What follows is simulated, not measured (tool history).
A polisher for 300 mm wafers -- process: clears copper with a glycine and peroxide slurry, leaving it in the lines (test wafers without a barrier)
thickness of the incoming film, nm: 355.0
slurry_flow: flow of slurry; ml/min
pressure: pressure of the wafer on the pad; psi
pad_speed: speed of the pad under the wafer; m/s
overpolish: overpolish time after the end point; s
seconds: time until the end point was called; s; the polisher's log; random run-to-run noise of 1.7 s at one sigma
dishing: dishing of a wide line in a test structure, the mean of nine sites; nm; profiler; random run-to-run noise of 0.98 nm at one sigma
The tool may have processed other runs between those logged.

run  hour  slurry_flow  pressure  pad_speed  overpolish  seconds  dishing
  1     0          275       1.7       0.92          25     86.3       65
  2     6          275       1.5        0.9          28   96.283   67.831
  3  13.1          275       1.5       1.02          28   88.546   71.752
  4  16.2          275       1.5       1.16          28   79.606   74.146
  5  19.1          275       1.4        1.1          30    86.77    74.44
  6  25.6          275       1.3       1.06          32   93.774   72.073
  7  30.1          275       1.2       1.02          34   101.33    73.65
  8  33.3          275       1.1          1          35   107.41   69.302
  9  35.6          275         1       0.98          37   111.76   70.312
 10  42.9          275         1       0.96          38   116.21   70.539

Run 11 is up next; what results do you expect?
 11  47.3          275         1       0.94          39        ?        ?

{"run 11": {"seconds": 116.07, "dishing": 71.915}}
